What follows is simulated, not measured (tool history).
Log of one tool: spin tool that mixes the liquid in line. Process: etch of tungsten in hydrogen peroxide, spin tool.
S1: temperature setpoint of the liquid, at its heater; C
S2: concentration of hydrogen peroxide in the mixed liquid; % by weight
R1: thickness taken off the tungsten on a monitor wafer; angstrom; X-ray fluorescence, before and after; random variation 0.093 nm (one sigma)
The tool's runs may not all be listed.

run 1 hour=0 | S1=43 S2=23 time_under_the_liquid_(s)=55 | R1=380.19
run 2 hour=0.8 | S1=40.5 S2=20.5 time_under_the_liquid_(s)=55 | R1=304.38
run 3 hour=8.6 | S1=40.5 S2=24.5 time_under_the_liquid_(s)=55 | R1=334.21
run 4 hour=14.6 | S1=38.5 S2=21.5 time_under_the_liquid_(s)=55 | R1=275.45
run 5 hour=18.7 | S1=38.5 S2=23.5 time_under_the_liquid_(s)=55 | R1=282.51
run 6 hour=22.8 | S1=41.5 S2=23.5 time_under_the_liquid_(s)=55 | R1=352.55
run 7 hour=24.8 | S1=39.5 S2=21.5 time_under_the_liquid_(s)=55 | R1=291.61
run 8 hour=27 | S1=38 S2=19.5 time_under_the_liquid_(s)=55 | R1=254.86
run 9 hour=30.6 | S1=36.5 S2=18 time_under_the_liquid_(s)=55 | R1=220.45
run 10 hour=32.9 | S1=35.5 S2=17 time_under_the_liquid_(s)=55 | R1=200.31

Run 11 comes next. What will it give?
run 11 hour=33.6 | S1=34.5 S2=16 time_under_the_liquid_(s)=55 | R1=?

R1: 180.51 angstrom
